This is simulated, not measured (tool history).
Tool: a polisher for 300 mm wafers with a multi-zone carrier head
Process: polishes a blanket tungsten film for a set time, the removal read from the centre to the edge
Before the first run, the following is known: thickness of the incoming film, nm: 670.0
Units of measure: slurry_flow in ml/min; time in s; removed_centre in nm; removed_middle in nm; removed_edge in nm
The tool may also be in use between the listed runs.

{"run": 1, "hour": 0.0, "slurry_flow": 190, "centre_zone": 1, "middle_zone": 1, "edge_zone": 1, "slurry_solids": 1, "time": 49, "removed_centre": 272.98, "removed_middle": 274.54, "removed_edge": 275.91}
{"run": 2, "hour": 6.4, "slurry_flow": 190, "centre_zone": 1, "middle_zone": 0.98, "edge_zone": 0.97, "slurry_solids": 0.9, "time": 48, "removed_centre": 259.93, "removed_middle": 257.81, "removed_edge": 258.84}
{"run": 3, "hour": 8.6, "slurry_flow": 185, "centre_zone": 1, "middle_zone": 0.96, "edge_zone": 0.95, "slurry_solids": 0.85, "time": 47, "removed_centre": 246.79, "removed_middle": 236.55, "removed_edge": 243.68}
{"run": 4, "hour": 10.6, "slurry_flow": 185, "centre_zone": 0.94, "middle_zone": 0.96, "edge_zone": 0.95, "slurry_solids": 0.85, "time": 47, "removed_centre": 235.44, "removed_middle": 238.48, "removed_edge": 249.84}
{"run": 5, "hour": 12.2, "slurry_flow": 180, "centre_zone": 0.95, "middle_zone": 0.95, "edge_zone": 0.93, "slurry_solids": 0.8, "time": 47, "removed_centre": 229.85, "removed_middle": 235.55, "removed_edge": 240.2}
{"run": 6, "hour": 20.5, "slurry_flow": 180, "centre_zone": 0.95, "middle_zone": 0.95, "edge_zone": 0.93, "slurry_solids": 0.9, "time": 47, "removed_centre": 237.28, "removed_middle": 237.56, "removed_edge": 241.67}
{"run": 7, "hour": 29.2, "slurry_flow": 175, "centre_zone": 0.95, "middle_zone": 0.93, "edge_zone": 0.91, "slurry_solids": 0.9, "time": 47, "removed_centre": 235.19, "removed_middle": 233.16, "removed_edge": 248.95}
{"hour": 33.8, "done": "slurry nozzle cleaned"}
{"run": 8, "hour": 33.8, "slurry_flow": 180, "centre_zone": 0.97, "middle_zone": 0.92, "edge_zone": 0.9, "slurry_solids": 0.85, "time": 46, "removed_centre": 245.42, "removed_middle": 235.58, "removed_edge": 243.81}

Predict the results of run 9:
{"run": 9, "hour": 42.0, "slurry_flow": 175, "centre_zone": 0.98, "middle_zone": 0.91, "edge_zone": 0.9, "slurry_solids": 0.8, "time": 45, "removed_centre": "?", "removed_middle": "?", "removed_edge": "?"}

Run 9 gave removed_centre 236.26 nm, removed_middle 228.39 nm, removed_edge 235.54 nm.

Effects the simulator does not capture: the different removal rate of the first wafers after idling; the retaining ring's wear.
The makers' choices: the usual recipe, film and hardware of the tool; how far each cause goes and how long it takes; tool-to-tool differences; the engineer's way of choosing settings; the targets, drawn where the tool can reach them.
